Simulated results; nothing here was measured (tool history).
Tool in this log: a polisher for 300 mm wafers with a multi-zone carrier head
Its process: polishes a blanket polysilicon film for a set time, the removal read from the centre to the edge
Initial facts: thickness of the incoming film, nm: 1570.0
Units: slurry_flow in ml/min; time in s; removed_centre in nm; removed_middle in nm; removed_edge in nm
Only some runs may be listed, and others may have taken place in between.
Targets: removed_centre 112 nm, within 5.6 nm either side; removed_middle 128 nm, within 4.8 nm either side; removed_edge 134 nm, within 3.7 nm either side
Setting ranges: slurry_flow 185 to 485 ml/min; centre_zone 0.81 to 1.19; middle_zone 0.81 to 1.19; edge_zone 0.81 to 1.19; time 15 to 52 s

run,hour,slurry_flow,centre_zone,middle_zone,edge_zone,time,removed_centre,removed_middle,removed_edge
1,0,310,1,1,1,33,157.62,160.89,163.61
2,4.8,305,0.96,0.98,0.98,32,144.24,155.1,157.65
3,8.7,300,0.94,0.96,0.96,31,141.65,147.12,150.79
4,15.5,300,0.94,0.96,1.03,31,134.63,146.24,154.56
5,16.5,300,0.94,1.02,1.03,31,135.59,151.63,155.16
6,17.4,300,0.94,1.02,1.03,23,99.864,113.71,115.43
# hour 18.5: slurry nozzle cleaned
7,18.5,325,0.97,1.07,1.13,26,133.42,142.7,144.62
8,27.2,325,0.97,1.07,1.13,26,128.8,141.97,144.81
9,28.7,305,0.96,1.06,1.12,26,125.2,142.19,143.1
10,34.2,305,0.95,1.04,1.11,26,124.76,140.27,142.85

Consider the 5 candidate settings below. Which is the only one whose results all fall within their allowed miss of target?
A,39.7,330,0.89,1.12,1.06,25,?,?,?
B,39.7,300,1,1.08,1.05,25,?,?,?
C,39.7,285,1.03,1.12,1.16,24,?,?,?
D,39.7,235,0.93,1.01,1.15,25,?,?,?
E,39.7,295,1.01,1.15,0.98,24,?,?,?

move,removed_centre,removed_middle,removed_edge
A,112.49,146.25,136.29
B,125.13,140.77,134.81
C,123.01,138.14,134.41
D,112.37,129.79,137.06
E,121.14,141.58,125.55
A: further off than the last run
B: about the same distance from the targets as the last run
C: an improvement on the last run, though not all results are within tolerance
D: every result within its allowed miss
E: further off than the last run
So the answer is move D, the one that meets all the targets.

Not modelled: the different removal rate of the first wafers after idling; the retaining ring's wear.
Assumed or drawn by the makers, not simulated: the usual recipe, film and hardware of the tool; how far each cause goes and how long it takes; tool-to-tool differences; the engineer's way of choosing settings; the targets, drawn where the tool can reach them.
